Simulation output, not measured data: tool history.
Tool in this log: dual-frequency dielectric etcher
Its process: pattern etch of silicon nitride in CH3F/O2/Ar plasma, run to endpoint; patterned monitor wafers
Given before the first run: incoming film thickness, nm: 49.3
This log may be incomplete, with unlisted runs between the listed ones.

Run 1, day 0.000: source power (kW) 0.390, bias power (kW) 0.096. Result: endpoint time (s) 62.126.
Run 2, day 0.358: source power (kW) 0.350, bias power (kW) 0.096. Result: endpoint time (s) 63.868.
Run 3, day 0.646: source power (kW) 0.330, bias power (kW) 0.092. Result: endpoint time (s) 67.085.
Run 4, day 0.862: source power (kW) 0.310, bias power (kW) 0.091. Result: endpoint time (s) 68.412.
Run 5, day 0.962: source power (kW) 0.300, bias power (kW) 0.090. Result: endpoint time (s) 69.442.
Run 6, day 1.338: source power (kW) 0.290, bias power (kW) 0.090. Result: endpoint time (s) 70.526.

What will run 7 give?
Run 7, day 1.383: source power (kW) 0.280, bias power (kW) 0.090. Result: endpoint time (s) ?.

endpoint time (s): 71.878
